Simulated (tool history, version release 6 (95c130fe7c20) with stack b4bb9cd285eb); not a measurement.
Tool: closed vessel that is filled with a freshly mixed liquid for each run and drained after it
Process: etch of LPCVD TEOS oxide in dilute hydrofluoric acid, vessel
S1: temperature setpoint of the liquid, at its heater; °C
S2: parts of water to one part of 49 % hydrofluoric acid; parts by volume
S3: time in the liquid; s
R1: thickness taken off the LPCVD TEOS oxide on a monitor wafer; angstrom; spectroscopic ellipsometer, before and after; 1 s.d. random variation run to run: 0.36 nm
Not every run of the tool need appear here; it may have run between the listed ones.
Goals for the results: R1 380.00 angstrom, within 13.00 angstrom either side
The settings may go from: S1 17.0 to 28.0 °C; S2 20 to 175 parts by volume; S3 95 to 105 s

Run 1, hour 0.0: S1 20.0 °C, S2 95 parts by volume, S3 95 s. Result: R1 229.21 angstrom.
Run 2, hour 2.2: S1 20.0 °C, S2 125 parts by volume, S3 95 s. Result: R1 166.65 angstrom.
Run 3, hour 6.5: S1 23.5 °C, S2 125 parts by volume, S3 95 s. Result: R1 191.57 angstrom.
Run 4, hour 15.5: S1 25.0 °C, S2 110 parts by volume, S3 95 s. Result: R1 231.73 angstrom.
Run 5, hour 21.7: S1 27.0 °C, S2 110 parts by volume, S3 95 s. Result: R1 252.15 angstrom.
At hour 25.4: thermometer replaced.
Run 6, hour 25.4: S1 27.0 °C, S2 110 parts by volume, S3 105 s. Result: R1 302.92 angstrom.
Run 7, hour 31.1: S1 27.5 °C, S2 105 parts by volume, S3 105 s. Result: R1 327.37 angstrom.
Run 8, hour 32.0: S1 27.5 °C, S2 100 parts by volume, S3 105 s. Result: R1 344.41 angstrom.

Exercise: of the 4 proposed moves below, exactly one satisfies all targets within the stated allowed misses. Which move is it?
Run A, hour 32.9: S1 25.0 °C, S2 95 parts by volume, S3 100 s. Result: R1 ?.
Run B, hour 32.9: S1 27.0 °C, S2 100 parts by volume, S3 105 s. Result: R1 ?.
Run C, hour 32.9: S1 28.0 °C, S2 85 parts by volume, S3 95 s. Result: R1 ?.
Run D, hour 32.9: S1 24.5 °C, S2 90 parts by volume, S3 105 s. Result: R1 ?.

move      R1
   A  318.69
   B  341.45
   C  385.48
   D  348.49
A: the biggest miss grows against the last run
B: the biggest miss grows against the last run
C: meets every target
D: nearer than the last run, and not there yet
Go with C: it meets all targets.

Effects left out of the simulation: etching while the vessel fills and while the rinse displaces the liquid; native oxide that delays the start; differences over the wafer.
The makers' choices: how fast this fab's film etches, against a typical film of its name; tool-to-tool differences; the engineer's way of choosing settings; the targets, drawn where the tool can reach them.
